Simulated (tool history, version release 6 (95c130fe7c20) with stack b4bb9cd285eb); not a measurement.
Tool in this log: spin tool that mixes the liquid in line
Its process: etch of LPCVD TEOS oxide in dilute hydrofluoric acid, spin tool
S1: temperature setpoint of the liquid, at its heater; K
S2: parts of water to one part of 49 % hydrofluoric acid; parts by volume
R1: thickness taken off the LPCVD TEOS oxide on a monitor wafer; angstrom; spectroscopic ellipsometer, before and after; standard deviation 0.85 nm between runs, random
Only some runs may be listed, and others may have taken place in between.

Run 1, hour 0.0: S1 295.15 K, S2 55 parts by volume, time under the liquid (s) 190. Result: R1 579.37 angstrom.
Run 2, hour 1.7: S1 295.15 K, S2 55 parts by volume, time under the liquid (s) 190. Result: R1 569.77 angstrom.
Run 3, hour 10.7: S1 293.15 K, S2 55 parts by volume, time under the liquid (s) 190. Result: R1 525.64 angstrom.
Run 4, hour 14.0: S1 293.15 K, S2 45 parts by volume, time under the liquid (s) 190. Result: R1 642.60 angstrom.
Run 5, hour 22.0: S1 293.65 K, S2 45 parts by volume, time under the liquid (s) 190. Result: R1 656.22 angstrom.
Run 6, hour 30.5: S1 294.15 K, S2 45 parts by volume, time under the liquid (s) 190. Result: R1 661.38 angstrom.
Run 7, hour 38.3: S1 294.65 K, S2 45 parts by volume, time under the liquid (s) 190. Result: R1 683.86 angstrom.
Run 8, hour 41.7: S1 295.15 K, S2 45 parts by volume, time under the liquid (s) 190. Result: R1 702.57 angstrom.
Run 9, hour 50.7: S1 295.65 K, S2 45 parts by volume, time under the liquid (s) 190. Result: R1 712.15 angstrom.

Predict the results of run 10:
Run 10, hour 57.1: S1 296.15 K, S2 45 parts by volume, time under the liquid (s) 190. Result: R1 ?.

Run 10 produced R1 728.32 angstrom.

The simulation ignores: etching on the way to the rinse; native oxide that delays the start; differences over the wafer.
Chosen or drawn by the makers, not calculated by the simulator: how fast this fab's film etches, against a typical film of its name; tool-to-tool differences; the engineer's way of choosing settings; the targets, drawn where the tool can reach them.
